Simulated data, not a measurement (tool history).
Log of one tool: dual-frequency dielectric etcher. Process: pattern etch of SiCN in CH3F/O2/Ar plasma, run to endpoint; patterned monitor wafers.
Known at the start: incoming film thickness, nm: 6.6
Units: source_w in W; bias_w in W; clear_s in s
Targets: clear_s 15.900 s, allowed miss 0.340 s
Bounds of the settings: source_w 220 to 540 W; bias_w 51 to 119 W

{"run": 1, "hour": 0.0, "source_w": 380, "bias_w": 85, "clear_s": 17.326}
{"run": 2, "hour": 7.0, "source_w": 390, "bias_w": 85, "clear_s": 17.162}
{"run": 3, "hour": 13.1, "source_w": 400, "bias_w": 85, "clear_s": 17.08}
{"run": 4, "hour": 15.5, "source_w": 330, "bias_w": 85, "clear_s": 18.811}
{"run": 5, "hour": 17.9, "source_w": 280, "bias_w": 85, "clear_s": 20.012}
{"run": 6, "hour": 21.8, "source_w": 340, "bias_w": 85, "clear_s": 18.45}
{"run": 7, "hour": 24.8, "source_w": 350, "bias_w": 85, "clear_s": 18.028}
{"run": 8, "hour": 27.4, "source_w": 350, "bias_w": 85, "clear_s": 18.339}
{"run": 9, "hour": 33.1, "source_w": 360, "bias_w": 85, "clear_s": 17.986}
{"run": 10, "hour": 41.6, "source_w": 370, "bias_w": 85, "clear_s": 17.558}
{"run": 11, "hour": 48.7, "source_w": 380, "bias_w": 85, "clear_s": 17.329}
{"run": 12, "hour": 53.1, "source_w": 390, "bias_w": 85, "clear_s": 17.049}
{"run": 13, "hour": 56.6, "source_w": 400, "bias_w": 85, "clear_s": 17.086}
{"run": 14, "hour": 57.1, "source_w": 410, "bias_w": 85, "clear_s": 16.94}
{"run": 15, "hour": 60.5, "source_w": 420, "bias_w": 85, "clear_s": 16.706}
{"run": 16, "hour": 62.4, "source_w": 440, "bias_w": 86, "clear_s": 16.446}
{"run": 17, "hour": 64.8, "source_w": 440, "bias_w": 86, "clear_s": 16.281}
{"run": 18, "hour": 73.6, "source_w": 440, "bias_w": 86, "clear_s": 16.289}

5 next moves are on the table. One of them brings every result within its allowed miss. Which?
{"run": "A", "hour": 82.4, "source_w": 440, "bias_w": 79, "clear_s": "?"}
{"run": "B", "hour": 82.4, "source_w": 490, "bias_w": 83, "clear_s": "?"}
{"run": "C", "hour": 82.4, "source_w": 400, "bias_w": 91, "clear_s": "?"}
{"run": "D", "hour": 82.4, "source_w": 390, "bias_w": 93, "clear_s": "?"}
{"run": "E", "hour": 82.4, "source_w": 430, "bias_w": 108, "clear_s": "?"}

move=A clear_s=16.676
move=B clear_s=15.635
move=C clear_s=16.448
move=D clear_s=16.487
move=E clear_s=14.909
A: further off than the last run
B: meets every target
C: further off than the last run
D: further off than the last run
E: takes the result that was furthest off past its target
The right move is B.
